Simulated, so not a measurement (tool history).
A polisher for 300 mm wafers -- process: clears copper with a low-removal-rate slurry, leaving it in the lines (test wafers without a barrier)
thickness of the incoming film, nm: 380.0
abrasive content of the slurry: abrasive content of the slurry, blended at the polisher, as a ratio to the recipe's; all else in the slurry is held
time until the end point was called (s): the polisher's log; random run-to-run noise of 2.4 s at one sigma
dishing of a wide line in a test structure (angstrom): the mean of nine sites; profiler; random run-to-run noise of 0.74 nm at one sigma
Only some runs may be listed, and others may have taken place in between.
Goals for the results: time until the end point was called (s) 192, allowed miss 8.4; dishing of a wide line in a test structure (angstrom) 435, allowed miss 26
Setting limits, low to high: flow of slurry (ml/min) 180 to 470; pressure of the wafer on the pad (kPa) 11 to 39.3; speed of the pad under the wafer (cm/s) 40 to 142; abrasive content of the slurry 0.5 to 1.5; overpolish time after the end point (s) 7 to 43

run  hour  flow of slurry (ml/min)  pressure of the wafer on the pad (kPa)  speed of the pad under the wafer (cm/s)  abrasive content of the slurry  overpolish time after the end point (s)  time until the end point was called (s)  dishing of a wide line in a test structure (angstrom)
  1     0                      300                                    24.8                                       90                               1                                       22                                   132.71                                                 445.66
  2   8.8                      300                                    24.8                                       68                               1                                       22                                    162.7                                                 373.23
  3  16.8                      300                                    24.1                                       68                               1                                       23                                   166.48                                                 382.18
  4  18.4                      300                                    23.4                                       68                               1                                       24                                   167.97                                                 399.77
  5  25.2                      300                                    23.4                                       68                             0.8                                       24                                    174.7                                                  368.1
  6  30.1                      300                                    22.8                                       68                             0.8                                       25                                   180.55                                                 379.13
  7  37.9                      300                                    22.8                                       68                             0.8                                       26                                   182.02                                                 389.28
  8  46.7                      300                                    22.8                                       68                             0.8                                       27                                   182.25                                                 401.54

Below are 5 possible settings for the next run. Only one of them brings all results inside the allowed miss of their targets. Which is it?
  A  55.5                      335                                    20.7                                       58                             0.8                                       30                                        ?                                                      ?
  B  55.5                      375                                    17.9                                       66                             0.8                                       43                                        ?                                                      ?
  C  55.5                      270                                    24.8                                       60                            0.55                                       25                                        ?                                                      ?
  D  55.5                      360                                    23.4                                       68                             0.6                                       23                                        ?                                                      ?
  E  55.5                      330                                    23.4                                       62                             0.7                                       31                                        ?                                                      ?

move  time until the end point was called (s)  dishing of a wide line in a test structure (angstrom)
   A                                   214.39                                                 372.19
   B                                    214.6                                                 500.79
   C                                   197.41                                                 342.82
   D                                   180.34                                                 344.43
   E                                    189.9                                                 426.93
A: the biggest miss grows against the last run
B: the result that was furthest off in the last run now lies on the other side of its target
C: the biggest miss grows against the last run
D: the biggest miss grows against the last run
E: every result within its allowed miss
So the answer is move E, the one that meets all the targets.
